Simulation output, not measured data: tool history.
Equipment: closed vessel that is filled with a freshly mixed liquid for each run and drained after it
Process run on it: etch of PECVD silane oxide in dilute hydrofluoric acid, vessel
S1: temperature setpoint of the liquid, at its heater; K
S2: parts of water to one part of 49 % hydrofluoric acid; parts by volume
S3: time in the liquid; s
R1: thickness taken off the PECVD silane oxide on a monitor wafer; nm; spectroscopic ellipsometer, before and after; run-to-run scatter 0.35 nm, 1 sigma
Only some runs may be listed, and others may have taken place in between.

{"run": 1, "hour": 0.0, "S1": 297.15, "S2": 145, "S3": 205, "R1": 32.2}
{"run": 2, "hour": 4.0, "S1": 297.15, "S2": 145, "S3": 220, "R1": 35.083}
{"run": 3, "hour": 4.9, "S1": 299.65, "S2": 140, "S3": 220, "R1": 39.637}
{"run": 4, "hour": 9.5, "S1": 299.65, "S2": 140, "S3": 220, "R1": 39.632}
{"run": 5, "hour": 14.9, "S1": 299.65, "S2": 140, "S3": 205, "R1": 37.059}
{"run": 6, "hour": 22.0, "S1": 301.15, "S2": 135, "S3": 205, "R1": 41.331}
{"run": 7, "hour": 27.2, "S1": 302.65, "S2": 135, "S3": 205, "R1": 42.86}
{"run": 8, "hour": 29.6, "S1": 303.65, "S2": 130, "S3": 205, "R1": 47.091}
{"run": 9, "hour": 33.6, "S1": 304.15, "S2": 130, "S3": 205, "R1": 47.212}

Run 10, settings as shown, results not yet in. Your forecast:
{"run": 10, "hour": 41.2, "S1": 304.15, "S2": 130, "S3": 205, "R1": "?"}

Run 10 came out at R1 47.641 nm.
